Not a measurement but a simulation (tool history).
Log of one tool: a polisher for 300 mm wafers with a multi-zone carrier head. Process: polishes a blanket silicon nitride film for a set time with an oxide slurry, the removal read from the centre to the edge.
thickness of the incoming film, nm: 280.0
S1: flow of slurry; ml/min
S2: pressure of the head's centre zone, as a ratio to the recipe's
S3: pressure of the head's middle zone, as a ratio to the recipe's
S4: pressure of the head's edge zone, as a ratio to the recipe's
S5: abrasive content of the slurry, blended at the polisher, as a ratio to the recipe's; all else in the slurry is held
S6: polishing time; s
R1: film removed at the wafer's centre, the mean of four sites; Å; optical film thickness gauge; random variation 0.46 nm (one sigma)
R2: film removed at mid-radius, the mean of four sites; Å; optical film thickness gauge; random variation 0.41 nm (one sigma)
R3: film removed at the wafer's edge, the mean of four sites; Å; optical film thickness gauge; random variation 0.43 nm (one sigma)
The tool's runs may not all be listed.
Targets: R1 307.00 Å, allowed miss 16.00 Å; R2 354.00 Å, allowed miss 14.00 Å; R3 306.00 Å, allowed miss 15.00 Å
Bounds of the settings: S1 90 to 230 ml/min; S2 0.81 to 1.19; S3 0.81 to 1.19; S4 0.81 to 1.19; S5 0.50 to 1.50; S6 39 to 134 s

Run 1, hour 0.0: S1 150 ml/min, S2 1.00, S3 1.00, S4 1.00, S5 1.00, S6 86 s. Result: R1 546.59 Å, R2 585.11 Å, R3 564.23 Å.
Run 2, hour 0.9: S1 150 ml/min, S2 1.00, S3 1.01, S4 0.98, S5 0.90, S6 82 s. Result: R1 497.75 Å, R2 519.97 Å, R3 511.20 Å.
Run 3, hour 1.8: S1 150 ml/min, S2 1.00, S3 0.95, S4 0.98, S5 0.90, S6 82 s. Result: R1 485.72 Å, R2 495.45 Å, R3 511.22 Å.
Run 4, hour 8.4: S1 150 ml/min, S2 0.99, S3 0.98, S4 0.96, S5 0.85, S6 78 s. Result: R1 450.22 Å, R2 469.18 Å, R3 468.32 Å.
Run 5, hour 11.0: S1 150 ml/min, S2 0.98, S3 1.00, S4 0.94, S5 0.80, S6 76 s. Result: R1 427.88 Å, R2 463.00 Å, R3 437.01 Å.
Run 6, hour 14.9: S1 150 ml/min, S2 0.97, S3 1.00, S4 0.92, S5 0.75, S6 74 s. Result: R1 404.87 Å, R2 429.06 Å, R3 407.67 Å.
Run 7, hour 22.4: S1 150 ml/min, S2 0.96, S3 1.01, S4 0.91, S5 0.70, S6 73 s. Result: R1 369.62 Å, R2 404.42 Å, R3 383.85 Å.
Run 8, hour 23.8: S1 150 ml/min, S2 0.96, S3 1.02, S4 0.89, S5 0.65, S6 73 s. Result: R1 363.85 Å, R2 405.35 Å, R3 368.40 Å.
Run 9, hour 29.2: S1 150 ml/min, S2 0.96, S3 1.02, S4 0.88, S5 0.65, S6 73 s. Result: R1 361.88 Å, R2 400.18 Å, R3 369.04 Å.
Run 10, hour 37.7: S1 150 ml/min, S2 0.96, S3 1.03, S4 0.87, S5 0.65, S6 72 s. Result: R1 353.90 Å, R2 394.22 Å, R3 357.02 Å.
Run 11, hour 44.7: S1 145 ml/min, S2 0.96, S3 1.03, S4 0.86, S5 0.65, S6 72 s. Result: R1 358.16 Å, R2 388.45 Å, R3 360.31 Å.
Run 12, hour 52.9: S1 145 ml/min, S2 0.96, S3 1.04, S4 0.85, S5 0.65, S6 71 s. Result: R1 356.83 Å, R2 388.65 Å, R3 359.64 Å.
Run 13, hour 54.0: S1 150 ml/min, S2 0.96, S3 1.04, S4 0.85, S5 0.65, S6 70 s. Result: R1 357.70 Å, R2 391.63 Å, R3 346.65 Å.
Run 14, hour 57.1: S1 150 ml/min, S2 0.95, S3 1.04, S4 0.85, S5 0.65, S6 70 s. Result: R1 342.96 Å, R2 384.73 Å, R3 340.99 Å.
Run 15, hour 65.9: S1 150 ml/min, S2 0.95, S3 1.04, S4 0.84, S5 0.65, S6 70 s. Result: R1 352.36 Å, R2 384.39 Å, R3 347.52 Å.

Which of these 4 next moves meets every target?
Run A, hour 74.7: S1 140 ml/min, S2 0.86, S3 0.98, S4 0.87, S5 0.55, S6 68 s. Result: R1 ?, R2 ?, R3 ?.
Run B, hour 74.7: S1 225 ml/min, S2 1.02, S3 1.19, S4 0.81, S5 0.55, S6 61 s. Result: R1 ?, R2 ?, R3 ?.
Run C, hour 74.7: S1 170 ml/min, S2 0.93, S3 1.06, S4 0.83, S5 0.55, S6 69 s. Result: R1 ?, R2 ?, R3 ?.
Run D, hour 74.7: S1 155 ml/min, S2 0.96, S3 0.95, S4 0.87, S5 0.70, S6 58 s. Result: R1 ?, R2 ?, R3 ?.

move      R1      R2      R3
   A  282.70  324.92  311.69
   B  310.10  345.64  281.88
   C  313.87  353.39  315.04
   D  304.24  314.42  305.95
A: takes the result that was furthest off past its target
B: brings the result that was furthest off to its target, and leaves another outside
C: meets every target
D: brings the result that was furthest off to its target, and leaves another outside
The right move is C.
